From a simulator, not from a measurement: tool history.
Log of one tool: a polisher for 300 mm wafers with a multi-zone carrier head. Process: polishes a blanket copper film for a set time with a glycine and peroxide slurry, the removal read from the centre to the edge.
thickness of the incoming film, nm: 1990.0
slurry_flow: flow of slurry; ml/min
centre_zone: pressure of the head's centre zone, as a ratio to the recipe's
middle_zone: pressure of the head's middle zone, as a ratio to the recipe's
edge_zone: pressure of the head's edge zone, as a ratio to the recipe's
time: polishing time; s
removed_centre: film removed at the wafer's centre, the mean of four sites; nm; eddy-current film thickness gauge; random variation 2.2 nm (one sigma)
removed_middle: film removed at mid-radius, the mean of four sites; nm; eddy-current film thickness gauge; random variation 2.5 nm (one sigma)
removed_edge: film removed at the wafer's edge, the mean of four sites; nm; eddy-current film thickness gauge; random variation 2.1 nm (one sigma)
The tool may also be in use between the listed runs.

run  hour  slurry_flow  centre_zone  middle_zone  edge_zone  time  removed_centre  removed_middle  removed_edge
  1     0          160            1            1          1    77          412.39          428.14        434.57
  2   2.6          150            1         0.97       0.99    69           369.5          369.43         375.4
  3   5.7          150            1         0.97       0.91    69          371.98          371.35        361.97
  4   9.2          150            1         0.97       0.96    69          361.25          377.58        374.99
  5    16          150         1.03         0.97       0.96    69          374.75          371.96        374.77
  6  24.5          150         1.07         0.97       0.96    69          387.83          369.39        368.54
  7    29          140         1.06         0.94       0.98    63          345.89          326.01        336.12

Run 8 comes next. What will it give?
  8  35.5          135         1.05         0.92       1.01    58               ?               ?             ?

Run 8 gave removed_centre 308.39 nm, removed_middle 295.1 nm, removed_edge 314.54 nm.

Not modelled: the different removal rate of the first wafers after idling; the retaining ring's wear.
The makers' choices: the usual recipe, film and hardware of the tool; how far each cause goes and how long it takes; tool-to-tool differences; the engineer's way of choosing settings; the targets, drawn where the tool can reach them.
